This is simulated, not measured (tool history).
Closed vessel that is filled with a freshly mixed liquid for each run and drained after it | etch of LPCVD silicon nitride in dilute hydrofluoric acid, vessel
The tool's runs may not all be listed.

run	day	temperature setpoint of the liquid (C)	parts of water to one part of 49 % hydrofluoric acid (parts by volume)	time in the liquid (s)	thickness taken off the LPCVD silicon nitride on a monitor wafer (Å)
1	0.000	22.0	65	3170	201.31
2	0.096	21.0	65	3170	187.11
3	0.354	20.5	65	3170	182.63
4	0.750	20.0	65	3170	174.55
# day 0.862: thermometer replaced
5	0.862	23.0	65	3170	239.47
6	1.162	22.0	65	3170	228.54

The next listed run, before its measurement:
7	1.538	21.5	65	3170	?

{"run 7": {"thickness taken off the LPCVD silicon nitride on a monitor wafer (Å)": 220.83}}
